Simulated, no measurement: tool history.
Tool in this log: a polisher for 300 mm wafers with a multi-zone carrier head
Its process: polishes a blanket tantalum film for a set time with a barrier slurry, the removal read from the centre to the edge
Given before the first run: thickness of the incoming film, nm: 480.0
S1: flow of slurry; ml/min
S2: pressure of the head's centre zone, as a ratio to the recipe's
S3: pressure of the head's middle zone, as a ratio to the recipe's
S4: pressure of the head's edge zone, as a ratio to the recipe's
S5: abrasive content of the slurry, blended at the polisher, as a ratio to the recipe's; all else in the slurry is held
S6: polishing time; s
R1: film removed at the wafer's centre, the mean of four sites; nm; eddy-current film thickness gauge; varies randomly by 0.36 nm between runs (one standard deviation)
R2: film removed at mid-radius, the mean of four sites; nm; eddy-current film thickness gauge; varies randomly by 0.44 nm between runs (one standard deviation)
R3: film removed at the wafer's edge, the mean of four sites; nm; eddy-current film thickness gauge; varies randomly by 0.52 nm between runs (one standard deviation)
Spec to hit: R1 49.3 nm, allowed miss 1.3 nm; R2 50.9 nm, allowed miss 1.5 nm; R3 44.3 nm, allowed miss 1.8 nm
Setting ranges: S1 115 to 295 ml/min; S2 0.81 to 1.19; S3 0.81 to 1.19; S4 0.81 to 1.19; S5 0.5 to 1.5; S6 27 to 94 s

run	hour	S1	S2	S3	S4	S5	S6	R1	R2	R3
1	0	190	1	1	1	1	60	63.588	64.876	62.982
2	4.3	220	1	1	1	1	60	65.11	65.341	62.811
3	8.8	220	1	0.94	1	1	60	64.734	63.132	64.475
4	17.4	225	1	0.95	0.98	0.9	59	62.392	61.101	60.361
5	19.2	225	1	0.95	1.01	0.9	59	63.011	61.56	61.176
6	19.9	250	1	0.95	1.01	0.9	59	64.249	61.925	62.742
7	26.9	240	1	0.95	0.98	0.85	58	61.157	59.84	58.781
8	31	235	1	0.95	0.96	0.8	58	59.567	58.555	58.913
9	34	285	1.1	1.05	0.91	0.55	41	43.041	41.395	36.307
10	36.6	285	1.1	1.06	0.93	0.6	41	44.062	42.662	37.586
11	44.1	285	1.1	1.07	0.95	0.65	41	45.34	44.611	38.86
12	52.8	280	1.14	1.15	1.05	0.7	41	47.735	47.406	41.092
13	56.7	280	1.14	1.15	1.06	0.7	41	46.987	47.65	41.585
14	59.6	280	1.14	1.15	1.07	0.7	41	48.345	47.674	40.732
15	63.6	280	1.13	1.15	1.08	0.75	41	47.766	47.922	42.277

Which single option among these 4 for the next run brings every result within its allowed miss of target? Just one does.
A	67.6	275	1.02	1.06	1.19	0.8	43	?	?	?
B	67.6	235	1.1	1.14	1.05	0.95	41	?	?	?
C	67.6	295	0.99	1.16	1.08	0.65	43	?	?	?
D	67.6	265	1.08	1.17	1.06	0.85	40	?	?	?

move	R1	R2	R3
A	47.252	48.977	46.996
B	49.849	51.017	43.982
C	43.667	50.333	42.903
D	47.14	50.177	42.283
A: moves toward the targets from the last run without getting all of them in spec
B: every result lands within tolerance
C: the furthest-off result lands on target, but another misses its tolerance
D: the furthest-off result lands on target, but another misses its tolerance
So the answer is move B, the one that meets all the targets.
